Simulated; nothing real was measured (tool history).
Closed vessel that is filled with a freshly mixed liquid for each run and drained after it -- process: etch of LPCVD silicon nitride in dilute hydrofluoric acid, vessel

run,day,temperature setpoint of the liquid (°C),parts of water to one part of 49 % hydrofluoric acid (parts by volume),time in the liquid (s),thickness taken off the LPCVD silicon nitride on a monitor wafer (nm)
1,0,21,135,970,2.6501
2,0.2,22.5,135,970,2.9164
3,0.55,22.5,160,970,2.4689
4,0.738,22.5,160,970,2.4801
5,1.033,22.5,180,970,2.2063
6,1.321,24.5,180,970,2.5093
7,1.479,25.5,175,970,2.742

What will run 8 give?
8,1.633,25.5,175,970,?

Run 8 measured thickness taken off the LPCVD silicon nitride on a monitor wafer (nm) 2.7435.

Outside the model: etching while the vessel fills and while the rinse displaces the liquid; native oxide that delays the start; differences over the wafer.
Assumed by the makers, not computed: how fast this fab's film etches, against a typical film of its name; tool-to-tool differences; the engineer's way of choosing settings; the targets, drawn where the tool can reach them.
